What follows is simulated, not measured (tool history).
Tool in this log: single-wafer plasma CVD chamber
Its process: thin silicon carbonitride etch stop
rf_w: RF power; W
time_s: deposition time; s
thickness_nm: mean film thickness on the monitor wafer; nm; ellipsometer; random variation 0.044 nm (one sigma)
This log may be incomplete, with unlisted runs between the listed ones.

run 1 hour=0 | rf_w=175 time_s=27.2 | thickness_nm=13.966
run 2 hour=1.5 | rf_w=195 time_s=27.2 | thickness_nm=14.342
run 3 hour=10.4 | rf_w=190 time_s=26.3 | thickness_nm=13.824
run 4 hour=12.9 | rf_w=180 time_s=26.3 | thickness_nm=13.63
run 5 hour=19.6 | rf_w=175 time_s=25.5 | thickness_nm=13.204
run 6 hour=25.7 | rf_w=175 time_s=28.5 | thickness_nm=14.558
run 7 hour=30 | rf_w=170 time_s=27.5 | thickness_nm=13.958
run 8 hour=37.5 | rf_w=140 time_s=23.1 | thickness_nm=11.244
run 9 hour=38.5 | rf_w=140 time_s=23 | thickness_nm=11.312

Run 10, settings as shown, results not yet in. Your forecast:
run 10 hour=43.1 | rf_w=140 time_s=22.8 | thickness_nm=?

{"run 10": {"thickness_nm": 11.036}}
